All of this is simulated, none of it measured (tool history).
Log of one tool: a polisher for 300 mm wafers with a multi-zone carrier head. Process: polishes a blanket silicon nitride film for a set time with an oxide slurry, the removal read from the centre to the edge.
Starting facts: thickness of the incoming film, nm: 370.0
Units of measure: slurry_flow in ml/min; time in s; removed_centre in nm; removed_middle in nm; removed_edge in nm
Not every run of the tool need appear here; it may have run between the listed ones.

run  hour  slurry_flow  centre_zone  middle_zone  edge_zone  slurry_solids  time  removed_centre  removed_middle  removed_edge
  1     0          160            1            1          1              1    75          50.949          51.026        48.498
  2   7.5          160            1         0.96          1              1    75          50.719          49.405        49.334
  3  13.9          160            1         0.96          1            0.9    75          48.977           46.23        48.365
  4    16          160            1         0.96          1            0.9    59          38.972          37.555        37.093
  5  20.8          190            1         0.96          1            0.9    59          39.439          37.875        38.273
  6  24.6          190            1         0.92          1            0.9    59          39.475          37.249        37.766
  7  26.3          195         1.03         0.95       1.01              1    60          43.642           40.29        41.542
  8  33.2          195         1.03         0.95       1.01              1    60          42.811          39.379        40.411

What does the tool deliver on the next run?
  9    38          235         1.13         1.05       1.01           1.25    62               ?               ?             ?

{"run 9": {"removed_centre": 55.79, "removed_middle": 51.669, "removed_edge": 47.514}}

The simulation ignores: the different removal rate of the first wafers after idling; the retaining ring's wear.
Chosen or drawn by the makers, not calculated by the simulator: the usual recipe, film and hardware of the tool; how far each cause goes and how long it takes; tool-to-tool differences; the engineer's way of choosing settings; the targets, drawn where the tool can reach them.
